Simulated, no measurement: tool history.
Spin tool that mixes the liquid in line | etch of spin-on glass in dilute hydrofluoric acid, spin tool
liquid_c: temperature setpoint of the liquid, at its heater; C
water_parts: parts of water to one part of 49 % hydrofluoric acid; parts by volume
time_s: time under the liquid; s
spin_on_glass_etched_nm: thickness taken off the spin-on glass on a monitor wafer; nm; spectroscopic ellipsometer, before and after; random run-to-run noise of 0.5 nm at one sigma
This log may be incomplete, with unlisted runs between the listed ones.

Run 1, day 0: liquid_c 23 C, water_parts 225 parts by volume, time_s 295 s. Result: spin_on_glass_etched_nm 45.563 nm.
Run 2, day 0.088: liquid_c 23 C, water_parts 225 parts by volume, time_s 295 s. Result: spin_on_glass_etched_nm 45.292 nm.
Run 3, day 0.417: liquid_c 23 C, water_parts 280 parts by volume, time_s 295 s. Result: spin_on_glass_etched_nm 34.439 nm.
Run 4, day 0.579: liquid_c 23 C, water_parts 280 parts by volume, time_s 295 s. Result: spin_on_glass_etched_nm 34.205 nm.
Run 5, day 0.954: liquid_c 25 C, water_parts 240 parts by volume, time_s 295 s. Result: spin_on_glass_etched_nm 45.107 nm.
Run 6, day 1.262: liquid_c 26.5 C, water_parts 210 parts by volume, time_s 295 s. Result: spin_on_glass_etched_nm 56.048 nm.
Run 7, day 1.358: liquid_c 30.5 C, water_parts 120 parts by volume, time_s 295 s. Result: spin_on_glass_etched_nm 126.21 nm.

Estimate the outcome of run 8 from the log above:
Run 8, day 1.438: liquid_c 26.5 C, water_parts 120 parts by volume, time_s 295 s. Result: spin_on_glass_etched_nm ?.

spin_on_glass_etched_nm: 109.26 nm
